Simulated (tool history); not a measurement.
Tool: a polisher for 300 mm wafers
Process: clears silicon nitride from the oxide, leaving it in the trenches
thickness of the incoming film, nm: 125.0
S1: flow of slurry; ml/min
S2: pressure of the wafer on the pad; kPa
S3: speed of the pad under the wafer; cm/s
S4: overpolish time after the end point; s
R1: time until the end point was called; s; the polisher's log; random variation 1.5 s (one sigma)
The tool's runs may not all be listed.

run  hour   S1    S2   S3  S4      R1
  1   0.0  190  22.1   90  35  146.20
  2   1.3  155  22.1   90  35  151.70
  3   9.7  155  22.1  112  35  127.08
  4  13.3  155  17.9  112  35  155.40
  5  16.9  150  17.2  112  35  164.23
  6  18.0  150  22.1  112  35  127.79
  7  19.1  145  21.4  112  35  132.84
  8  23.2  145  20.7  112  35  136.35
  9  27.5  145  20.0  112  35  139.77

Forecast run 10:
 10  32.6  145  19.3  112  35   ?

R1: 147.94 s

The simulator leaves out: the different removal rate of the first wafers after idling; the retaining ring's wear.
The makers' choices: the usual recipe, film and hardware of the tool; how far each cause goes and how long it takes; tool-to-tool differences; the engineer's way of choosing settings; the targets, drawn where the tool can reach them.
